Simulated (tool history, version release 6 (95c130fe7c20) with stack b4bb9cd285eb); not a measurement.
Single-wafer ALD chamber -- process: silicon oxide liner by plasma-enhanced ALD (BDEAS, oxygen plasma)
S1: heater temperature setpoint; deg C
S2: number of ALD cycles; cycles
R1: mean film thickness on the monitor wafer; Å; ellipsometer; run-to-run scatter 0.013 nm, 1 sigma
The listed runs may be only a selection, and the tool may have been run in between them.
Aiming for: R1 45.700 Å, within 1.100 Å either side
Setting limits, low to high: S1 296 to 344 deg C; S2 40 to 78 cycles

Run 1, hour 0.0: S1 320 deg C, S2 59 cycles. Result: R1 51.657 Å.
Run 2, hour 5.1: S1 320 deg C, S2 57 cycles. Result: R1 49.776 Å.
Run 3, hour 9.9: S1 320 deg C, S2 65 cycles. Result: R1 56.686 Å.
Run 4, hour 18.7: S1 320 deg C, S2 61 cycles. Result: R1 53.370 Å.
Run 5, hour 22.0: S1 330 deg C, S2 61 cycles. Result: R1 52.956 Å.
Run 6, hour 27.6: S1 330 deg C, S2 66 cycles. Result: R1 57.091 Å.
Run 7, hour 29.9: S1 330 deg C, S2 62 cycles. Result: R1 53.733 Å.
Run 8, hour 37.0: S1 330 deg C, S2 59 cycles. Result: R1 51.229 Å.
Run 9, hour 43.7: S1 331 deg C, S2 51 cycles. Result: R1 44.165 Å.

Exercise: of the 5 proposed moves below, exactly one satisfies all targets within the stated allowed misses. Which move is it?
Run A, hour 50.4: S1 333 deg C, S2 50 cycles. Result: R1 ?.
Run B, hour 50.4: S1 325 deg C, S2 50 cycles. Result: R1 ?.
Run C, hour 50.4: S1 326 deg C, S2 47 cycles. Result: R1 ?.
Run D, hour 50.4: S1 338 deg C, S2 53 cycles. Result: R1 ?.
Run E, hour 50.4: S1 324 deg C, S2 48 cycles. Result: R1 ?.

move      R1
   A  43.224
   B  43.669
   C  40.997
   D  45.523
   E  41.976
A: misses by more than the last run did
B: misses by more than the last run did
C: misses by more than the last run did
D: meets every target
E: misses by more than the last run did
Move D is the one to make.
